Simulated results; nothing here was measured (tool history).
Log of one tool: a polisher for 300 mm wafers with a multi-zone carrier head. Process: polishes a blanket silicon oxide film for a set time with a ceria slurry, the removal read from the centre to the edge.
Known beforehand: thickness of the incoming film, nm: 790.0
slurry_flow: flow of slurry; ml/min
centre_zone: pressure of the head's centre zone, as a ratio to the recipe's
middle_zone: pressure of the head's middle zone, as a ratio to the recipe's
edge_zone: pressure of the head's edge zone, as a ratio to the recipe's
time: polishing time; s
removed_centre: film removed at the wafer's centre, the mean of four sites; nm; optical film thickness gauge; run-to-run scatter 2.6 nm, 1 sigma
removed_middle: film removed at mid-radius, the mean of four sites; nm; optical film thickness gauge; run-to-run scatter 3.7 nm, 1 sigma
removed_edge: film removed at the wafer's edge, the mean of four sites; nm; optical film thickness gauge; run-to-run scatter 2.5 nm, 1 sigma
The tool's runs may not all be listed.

run    day  slurry_flow  centre_zone  middle_zone  edge_zone  time  removed_centre  removed_middle  removed_edge
  1  0.000          205         1.00         1.00       1.00    78          253.29          250.35        248.30
  2  0.271          205         1.08         1.00       1.00    78          265.51          250.05        251.05
  3  0.467          205         1.08         1.00       1.06    78          264.79          252.75        256.30
  4  0.771          205         1.08         0.97       1.06    78          264.55          242.64        255.96
  5  1.121          165         1.08         0.97       1.06    78          255.18          243.04        256.93
  6  1.333          165         1.03         0.97       1.06    78          249.13          237.12        253.96
  7  1.442          180         1.05         0.98       1.05    80          262.48          244.12        257.93
  8  1.667          180         1.05         0.98       1.05    80          258.41          248.22        259.23
  9  1.708          190         1.07         0.99       1.04    82          277.40          259.30        262.29
 10  2.046          195         1.08         1.00       1.06    84          282.59          266.79        269.92
 11  2.321          200         1.09         1.01       1.07    86          291.30          270.89        281.07
 12  2.550          200         1.09         1.01       1.07    86          291.22          277.24        283.84
 13  2.579          210         1.10         1.02       1.06    87          298.42          282.36        285.60
 14  2.750          220         1.11         1.03       1.05    88          307.85          292.34        288.21

Run 15 comes next. What will it give?
 15  3.025          225         1.12         1.04       1.05    89               ?               ?             ?

{"run 15": {"removed_centre": 313.69, "removed_middle": 298.25, "removed_edge": 292.9}}
